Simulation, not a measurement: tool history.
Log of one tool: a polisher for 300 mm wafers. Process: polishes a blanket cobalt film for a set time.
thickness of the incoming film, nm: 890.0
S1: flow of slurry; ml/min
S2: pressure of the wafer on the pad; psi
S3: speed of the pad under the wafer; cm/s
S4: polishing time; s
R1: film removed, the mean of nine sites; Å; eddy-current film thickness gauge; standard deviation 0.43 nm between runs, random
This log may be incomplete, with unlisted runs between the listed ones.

Run 1, hour 0: S1 270 ml/min, S2 1.3 psi, S3 124 cm/s, S4 17 s. Result: R1 627.07 Å.
Run 2, hour 3.4: S1 270 ml/min, S2 1.2 psi, S3 124 cm/s, S4 17 s. Result: R1 584.2 Å.
Run 3, hour 7.4: S1 270 ml/min, S2 1.1 psi, S3 124 cm/s, S4 17 s. Result: R1 534.05 Å.
Run 4, hour 15.5: S1 270 ml/min, S2 1.4 psi, S3 124 cm/s, S4 17 s. Result: R1 666.09 Å.
Run 5, hour 23: S1 270 ml/min, S2 1.3 psi, S3 124 cm/s, S4 17 s. Result: R1 620.64 Å.
Run 6, hour 26: S1 270 ml/min, S2 1.3 psi, S3 154 cm/s, S4 17 s. Result: R1 779.27 Å.
Run 7, hour 29.6: S1 270 ml/min, S2 1.2 psi, S3 152 cm/s, S4 17 s. Result: R1 706.22 Å.
At hour 31.5: slurry nozzle cleaned.
Run 8, hour 31.5: S1 270 ml/min, S2 1.1 psi, S3 150 cm/s, S4 17 s. Result: R1 669.04 Å.
Run 9, hour 40.5: S1 270 ml/min, S2 1 psi, S3 148 cm/s, S4 17 s. Result: R1 610.47 Å.

Expected results for the next run?
Run 10, hour 42.2: S1 270 ml/min, S2 0.9 psi, S3 146 cm/s, S4 17 s. Result: R1 ?.

{"run 10": {"R1": 544.76}}
